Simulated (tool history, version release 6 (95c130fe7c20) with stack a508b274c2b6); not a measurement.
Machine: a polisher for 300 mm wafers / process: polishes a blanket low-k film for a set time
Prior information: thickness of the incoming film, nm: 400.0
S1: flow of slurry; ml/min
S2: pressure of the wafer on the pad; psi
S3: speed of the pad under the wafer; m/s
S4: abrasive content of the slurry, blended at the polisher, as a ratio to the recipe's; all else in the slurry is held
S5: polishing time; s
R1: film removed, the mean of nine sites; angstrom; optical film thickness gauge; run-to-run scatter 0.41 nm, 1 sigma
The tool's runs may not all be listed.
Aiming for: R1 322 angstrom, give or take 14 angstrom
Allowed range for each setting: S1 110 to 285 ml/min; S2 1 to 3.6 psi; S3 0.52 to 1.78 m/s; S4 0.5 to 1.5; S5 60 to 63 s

run,hour,S1,S2,S3,S4,S5,R1
1,0,180,2.3,1.14,1,60,226.64
2,2.9,180,2.5,1.14,1,60,242.92
3,6.8,180,2.5,1.14,1.1,60,253.81
4,9.8,135,2.5,1.14,1.1,60,246.17
5,10.8,135,2.5,1.14,1.1,63,259.39
6,14.1,180,2.5,1.14,1.1,63,266.77
7,21.6,180,2.6,1.14,1.1,63,271.74
8,29.3,180,2.7,1.14,1.1,63,290.63
9,36.4,180,2.8,1.14,1.1,63,299.27

Which one of the following 5 next-run settings gets every result inside its allowed miss? There is exactly one.
A,43.5,175,2.5,1.08,1.3,62,?
B,43.5,170,3.1,1.38,1.05,63,?
C,43.5,185,2.9,1.04,1.1,61,?
D,43.5,110,2.8,1.2,1.3,63,?
E,43.5,225,2.4,0.96,1.15,63,?

move,R1
A,274.45
B,357.2
C,279.81
D,312.92
E,240.46
A: its largest miss is bigger than the last run's
B: the result that was furthest off in the last run now lies on the other side of its target
C: its largest miss is bigger than the last run's
D: all results land within tolerance of their targets
E: its largest miss is bigger than the last run's
D is the move that brings every result within its allowed miss.
